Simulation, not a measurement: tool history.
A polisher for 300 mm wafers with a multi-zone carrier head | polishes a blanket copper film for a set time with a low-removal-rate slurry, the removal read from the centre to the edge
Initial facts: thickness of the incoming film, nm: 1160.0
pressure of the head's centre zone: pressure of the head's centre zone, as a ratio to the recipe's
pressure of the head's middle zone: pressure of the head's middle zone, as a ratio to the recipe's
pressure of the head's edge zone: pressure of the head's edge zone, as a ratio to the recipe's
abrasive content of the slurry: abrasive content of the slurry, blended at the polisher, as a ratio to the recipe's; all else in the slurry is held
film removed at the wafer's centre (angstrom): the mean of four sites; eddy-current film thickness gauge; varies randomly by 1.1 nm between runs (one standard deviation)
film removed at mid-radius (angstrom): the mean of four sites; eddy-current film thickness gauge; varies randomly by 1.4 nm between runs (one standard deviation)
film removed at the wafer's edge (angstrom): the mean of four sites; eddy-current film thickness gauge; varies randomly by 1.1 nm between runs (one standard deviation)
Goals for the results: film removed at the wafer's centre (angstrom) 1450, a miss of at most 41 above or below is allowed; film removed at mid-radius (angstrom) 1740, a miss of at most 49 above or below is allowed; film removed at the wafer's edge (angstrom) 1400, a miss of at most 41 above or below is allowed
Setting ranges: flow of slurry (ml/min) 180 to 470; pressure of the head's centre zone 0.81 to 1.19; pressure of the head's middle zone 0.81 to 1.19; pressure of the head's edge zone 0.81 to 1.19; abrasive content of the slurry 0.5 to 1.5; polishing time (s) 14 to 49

run  hour  flow of slurry (ml/min)  pressure of the head's centre zone  pressure of the head's middle zone  pressure of the head's edge zone  abrasive content of the slurry  polishing time (s)  film removed at the wafer's centre (angstrom)  film removed at mid-radius (angstrom)  film removed at the wafer's edge (angstrom)
  1     0                      300                                   1                                   1                                 1                               1                  31                                         949.34                                 1029.1                                       1021.2
  2   2.8                      240                                   1                                   1                                 1                               1                  31                                         939.62                                    995                                        980.2
  3   8.8                      275                                1.02                                1.04                              0.98                             1.1                  32                                         1014.3                                 1100.6                                       1058.1
  4  13.9                      295                                1.03                                1.08                              0.94                             1.2                  34                                         1115.7                                 1248.7                                       1116.2
  5  17.2                      325                                1.03                                1.08                              0.94                             1.2                  34                                         1114.2                                 1228.3                                       1118.6
  6  24.4                      325                                1.03                                1.08                              0.94                             1.2                  41                                         1391.8                                 1504.6                                       1356.8
  7  27.7                      325                                1.03                                1.11                              0.93                            1.25                  41                                         1370.1                                 1558.5                                       1366.6
  8  28.6                      325                                1.04                                1.13                              0.92                             1.3                  41                                         1405.9                                 1585.5                                       1372.5
  9  31.3                      325                                1.04                                1.14                              0.91                            1.35                  41                                         1398.6                                 1635.6                                       1344.8
 10    32                      330                                1.04                                1.15                              0.92                            1.35                  41                                         1440.2                                 1650.8                                         1385
 11  33.6                      330                                1.04                                1.16                              0.92                            1.35                  41                                         1406.5                                   1667                                       1364.1
 12  38.3                      330                                1.04                                1.16                              0.92                            1.35                  41                                         1390.1                                 1651.3                                       1373.6
 13    39                      330                                1.05                                1.17                              0.92                             1.4                  41                                         1446.6                                   1672                                       1383.6

5 next moves are on the table. One of them brings every result within its allowed miss. Which?
  A  39.7                      390                                   1                                1.16                              0.85                            1.45                  42                                              ?                                      ?                                            ?
  B  39.7                      305                                1.08                                1.16                              0.85                             1.3                  41                                              ?                                      ?                                            ?
  C  39.7                      365                                1.08                                1.16                              0.88                             1.5                  39                                              ?                                      ?                                            ?
  D  39.7                      230                                0.97                                1.18                               0.9                            1.15                  49                                              ?                                      ?                                            ?
  E  39.7                      275                                1.04                                1.16                               0.9                             1.4                  46                                              ?                                      ?                                            ?

move  film removed at the wafer's centre (angstrom)  film removed at mid-radius (angstrom)  film removed at the wafer's edge (angstrom)
   A                                         1439.8                                 1720.8                                       1384.6
   B                                         1443.7                                 1603.6                                       1297.5
   C                                           1443                                 1600.2                                         1310
   D                                         1456.2                                 1830.1                                       1509.1
   E                                         1565.9                                 1806.9                                       1504.3
A: all results land within tolerance of their targets
B: moves away from the targets compared with the last run
C: moves away from the targets compared with the last run
D: takes the biggest miss from the last run beyond its target
E: takes the biggest miss from the last run beyond its target
The move that meets every target is A.
